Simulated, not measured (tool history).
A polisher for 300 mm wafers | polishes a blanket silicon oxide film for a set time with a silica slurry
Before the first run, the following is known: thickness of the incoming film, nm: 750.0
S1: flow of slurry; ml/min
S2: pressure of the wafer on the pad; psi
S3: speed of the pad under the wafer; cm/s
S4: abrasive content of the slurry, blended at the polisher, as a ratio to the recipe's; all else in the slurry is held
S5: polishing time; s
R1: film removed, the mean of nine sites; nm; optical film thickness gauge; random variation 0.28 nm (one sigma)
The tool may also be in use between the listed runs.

run,hour,S1,S2,S3,S4,S5,R1
1,0,120,3.5,94,1,30,58.009
2,2.2,115,3.4,94,1,30,56.667
3,10.2,115,3.8,94,1,30,61.717
4,11.8,90,3.8,94,1,30,59.47
# hour 12.5: slurry nozzle cleaned
5,12.5,90,3.8,106,1,30,70.327
6,15.4,70,3.8,106,1,30,68.012
7,16.9,70,2.8,104,1,30,52.512
8,25.2,70,2.7,104,1,30,51.302
9,30.6,70,2.6,104,1,30,49.631
10,33.4,70,2.5,104,1,30,47.95

Estimate the outcome of run 11 from the log above:
11,39.3,70,2.4,104,1,30,?

R1: 46.988 nm
